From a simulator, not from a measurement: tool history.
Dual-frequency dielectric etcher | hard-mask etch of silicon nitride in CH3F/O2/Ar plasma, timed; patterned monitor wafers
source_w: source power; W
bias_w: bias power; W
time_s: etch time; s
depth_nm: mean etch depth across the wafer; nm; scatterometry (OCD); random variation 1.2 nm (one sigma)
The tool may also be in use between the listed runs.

{"run": 1, "hour": 0.0, "source_w": 460, "bias_w": 69, "time_s": 281, "depth_nm": 206.74}
{"run": 2, "hour": 7.6, "source_w": 540, "bias_w": 69, "time_s": 281, "depth_nm": 224.86}
{"run": 3, "hour": 8.9, "source_w": 540, "bias_w": 64, "time_s": 281, "depth_nm": 216.42}
{"run": 4, "hour": 16.6, "source_w": 520, "bias_w": 64, "time_s": 281, "depth_nm": 213.88}
{"run": 5, "hour": 19.6, "source_w": 500, "bias_w": 63, "time_s": 281, "depth_nm": 209.25}
{"run": 6, "hour": 23.6, "source_w": 500, "bias_w": 54, "time_s": 281, "depth_nm": 200.81}

Run 7 comes next. What will it give?
{"run": 7, "hour": 24.9, "source_w": 490, "bias_w": 54, "time_s": 281, "depth_nm": "?"}

depth_nm: 199.26 nm

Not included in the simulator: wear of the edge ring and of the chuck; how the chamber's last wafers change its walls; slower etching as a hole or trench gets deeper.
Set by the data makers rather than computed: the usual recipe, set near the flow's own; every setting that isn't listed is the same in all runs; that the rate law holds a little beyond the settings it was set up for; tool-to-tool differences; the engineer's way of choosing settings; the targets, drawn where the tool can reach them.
